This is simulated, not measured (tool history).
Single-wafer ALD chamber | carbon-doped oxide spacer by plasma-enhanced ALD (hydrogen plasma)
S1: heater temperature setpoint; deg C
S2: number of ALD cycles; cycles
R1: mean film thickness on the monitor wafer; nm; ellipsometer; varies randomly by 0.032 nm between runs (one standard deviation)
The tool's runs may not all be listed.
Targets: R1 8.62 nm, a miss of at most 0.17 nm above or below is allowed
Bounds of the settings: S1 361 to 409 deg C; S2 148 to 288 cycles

{"run": 1, "hour": 0.0, "S1": 385, "S2": 218, "R1": 10.423}
{"run": 2, "hour": 1.8, "S1": 385, "S2": 206, "R1": 9.8379}
{"run": 3, "hour": 5.8, "S1": 392, "S2": 206, "R1": 9.8539}
{"run": 4, "hour": 11.6, "S1": 392, "S2": 198, "R1": 9.5038}
{"run": 5, "hour": 18.3, "S1": 392, "S2": 192, "R1": 9.1803}
{"run": 6, "hour": 20.4, "S1": 392, "S2": 223, "R1": 10.75}
{"run": 7, "hour": 24.6, "S1": 392, "S2": 210, "R1": 10.048}
{"run": 8, "hour": 29.9, "S1": 392, "S2": 201, "R1": 9.697}
{"run": 9, "hour": 34.6, "S1": 392, "S2": 194, "R1": 9.2096}
{"run": 10, "hour": 42.9, "S1": 392, "S2": 190, "R1": 9.1}
{"run": 11, "hour": 46.2, "S1": 392, "S2": 187, "R1": 8.9637}

Pick the move, out of 5, that brings all results within their allowed miss; only one does.
{"run": "A", "hour": 49.5, "S1": 400, "S2": 179, "R1": "?"}
{"run": "B", "hour": 49.5, "S1": 397, "S2": 191, "R1": "?"}
{"run": "C", "hour": 49.5, "S1": 393, "S2": 173, "R1": "?"}
{"run": "D", "hour": 49.5, "S1": 401, "S2": 192, "R1": "?"}
{"run": "E", "hour": 49.5, "S1": 402, "S2": 188, "R1": "?"}

move=A R1=8.5892
move=B R1=9.165
move=C R1=8.3013
move=D R1=9.213
move=E R1=9.0211
A: every result lands within tolerance
B: further off than the last run
C: pushes the last run's worst result past its target
D: further off than the last run
E: further off than the last run
A is the move that brings every result within its allowed miss.

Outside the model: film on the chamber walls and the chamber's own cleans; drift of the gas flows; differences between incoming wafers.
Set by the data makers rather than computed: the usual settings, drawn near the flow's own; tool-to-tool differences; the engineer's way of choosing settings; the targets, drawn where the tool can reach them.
